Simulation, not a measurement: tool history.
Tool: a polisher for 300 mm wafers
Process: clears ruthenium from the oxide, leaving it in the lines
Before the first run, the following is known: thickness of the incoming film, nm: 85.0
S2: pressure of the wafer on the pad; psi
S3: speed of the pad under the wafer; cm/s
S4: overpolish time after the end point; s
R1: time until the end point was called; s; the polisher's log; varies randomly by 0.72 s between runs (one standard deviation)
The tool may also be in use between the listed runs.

Run 1, hour 0.0: flow of slurry (ml/min) 145, S2 1.7 psi, S3 104 cm/s, S4 19 s. Result: R1 96.420 s.
Run 2, hour 1.0: flow of slurry (ml/min) 145, S2 1.7 psi, S3 118 cm/s, S4 19 s. Result: R1 84.566 s.
Run 3, hour 9.5: flow of slurry (ml/min) 150, S2 1.8 psi, S3 118 cm/s, S4 19 s. Result: R1 79.360 s.
Run 4, hour 16.7: flow of slurry (ml/min) 160, S2 2.0 psi, S3 118 cm/s, S4 19 s. Result: R1 73.065 s.
Run 5, hour 19.4: flow of slurry (ml/min) 160, S2 2.0 psi, S3 142 cm/s, S4 19 s. Result: R1 59.806 s.
Run 6, hour 28.2: flow of slurry (ml/min) 160, S2 2.0 psi, S3 142 cm/s, S4 19 s. Result: R1 61.042 s.

Estimate the outcome of run 7 from the log above:
Run 7, hour 31.0: flow of slurry (ml/min) 160, S2 2.0 psi, S3 142 cm/s, S4 19 s. Result: R1 ?.

R1: 60.650 s

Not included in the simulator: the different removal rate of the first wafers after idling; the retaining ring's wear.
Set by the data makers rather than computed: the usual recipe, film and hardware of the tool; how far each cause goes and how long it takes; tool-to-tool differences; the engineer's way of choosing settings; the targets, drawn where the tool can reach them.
